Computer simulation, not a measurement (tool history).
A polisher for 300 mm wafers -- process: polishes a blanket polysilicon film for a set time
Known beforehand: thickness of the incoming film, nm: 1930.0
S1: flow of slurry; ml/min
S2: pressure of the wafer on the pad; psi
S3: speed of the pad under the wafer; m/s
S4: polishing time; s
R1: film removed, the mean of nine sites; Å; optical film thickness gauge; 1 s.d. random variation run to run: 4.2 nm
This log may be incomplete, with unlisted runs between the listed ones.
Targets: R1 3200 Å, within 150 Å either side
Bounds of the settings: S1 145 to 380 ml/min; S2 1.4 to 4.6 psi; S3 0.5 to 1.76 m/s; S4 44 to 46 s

Run 1, hour 0: S1 245 ml/min, S2 3 psi, S3 1.12 m/s, S4 44 s. Result: R1 4885.2 Å.
Run 2, hour 1.7: S1 245 ml/min, S2 2.6 psi, S3 1.12 m/s, S4 44 s. Result: R1 4278.8 Å.
Run 3, hour 9.4: S1 245 ml/min, S2 3 psi, S3 1.12 m/s, S4 44 s. Result: R1 4979.7 Å.
Run 4, hour 15.3: S1 245 ml/min, S2 2.8 psi, S3 1.12 m/s, S4 44 s. Result: R1 4582.1 Å.
At hour 17.8: head pressure recalibrated.
Run 5, hour 17.8: S1 245 ml/min, S2 2.6 psi, S3 1.12 m/s, S4 44 s. Result: R1 4132.6 Å.
Run 6, hour 25.3: S1 245 ml/min, S2 2.5 psi, S3 1.12 m/s, S4 44 s. Result: R1 4024.1 Å.
Run 7, hour 30: S1 245 ml/min, S2 2.4 psi, S3 1.12 m/s, S4 44 s. Result: R1 3766.5 Å.
Run 8, hour 37.9: S1 245 ml/min, S2 2.3 psi, S3 1.12 m/s, S4 44 s. Result: R1 3610.3 Å.
Run 9, hour 39.8: S1 245 ml/min, S2 1.9 psi, S3 1.1 m/s, S4 44 s. Result: R1 2989.4 Å.

Which one of the following 5 next-run settings gets every result inside its allowed miss? There is exactly one.
Run A, hour 41.7: S1 200 ml/min, S2 1.8 psi, S3 1.04 m/s, S4 44 s. Result: R1 ?.
Run B, hour 41.7: S1 190 ml/min, S2 1.8 psi, S3 1.14 m/s, S4 44 s. Result: R1 ?.
Run C, hour 41.7: S1 275 ml/min, S2 2 psi, S3 1.1 m/s, S4 44 s. Result: R1 ?.
Run D, hour 41.7: S1 310 ml/min, S2 1.8 psi, S3 1.1 m/s, S4 44 s. Result: R1 ?.
Run E, hour 41.7: S1 265 ml/min, S2 1.8 psi, S3 1.08 m/s, S4 44 s. Result: R1 ?.

move      R1
   A  2639.7
   B    2874
   C  3154.6
   D  2876.6
   E  2795.6
A: lands further from the targets than the last run did
B: lands further from the targets than the last run did
C: all results land within tolerance of their targets
D: lands further from the targets than the last run did
E: lands further from the targets than the last run did
Move C is the one to make.
